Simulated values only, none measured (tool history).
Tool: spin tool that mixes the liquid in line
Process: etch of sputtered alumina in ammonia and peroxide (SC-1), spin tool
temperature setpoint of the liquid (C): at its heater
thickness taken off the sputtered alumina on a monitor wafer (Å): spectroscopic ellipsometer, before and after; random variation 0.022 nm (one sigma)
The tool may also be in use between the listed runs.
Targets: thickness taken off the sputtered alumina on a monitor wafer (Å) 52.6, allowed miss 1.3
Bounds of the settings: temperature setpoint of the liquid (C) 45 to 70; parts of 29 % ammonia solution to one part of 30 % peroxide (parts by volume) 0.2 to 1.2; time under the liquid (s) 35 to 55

run  hour  temperature setpoint of the liquid (C)  parts of 29 % ammonia solution to one part of 30 % peroxide (parts by volume)  time under the liquid (s)  thickness taken off the sputtered alumina on a monitor wafer (Å)
  1     0                                      61                                                                           0.85                         55                                                             84.46
  2   3.8                                    58.5                                                                           0.85                         55                                                            74.757
  3   8.3                                      63                                                                           0.85                         55                                                            93.283
  4  13.9                                      60                                                                           0.85                         55                                                            80.343
  5  18.8                                      60                                                                            0.7                         55                                                            78.734
  6  27.2                                      58                                                                            0.7                         55                                                            70.862
  7  31.5                                    56.5                                                                            0.7                         55                                                             65.46
  8  35.5                                    55.5                                                                            0.7                         55                                                            62.722
  9    42                                    51.5                                                                            0.7                         55                                                            50.108

4 next moves are on the table. One of them brings every result within its allowed miss. Which?
  A  48.5                                      55                                                                            0.4                         50                                                                 ?
  B  48.5                                    52.5                                                                              1                         55                                                                 ?
  C  48.5                                    52.5                                                                            1.1                         55                                                                 ?
  D  48.5                                    53.5                                                                            0.6                         55                                                                 ?

move  thickness taken off the sputtered alumina on a monitor wafer (Å)
   A                                                            52.553
   B                                                            55.161
   C                                                            55.664
   D                                                            55.452
A: meets every target
B: takes the result that was furthest off past its target
C: takes the result that was furthest off past its target
D: takes the result that was furthest off past its target
Move A is the one to make.
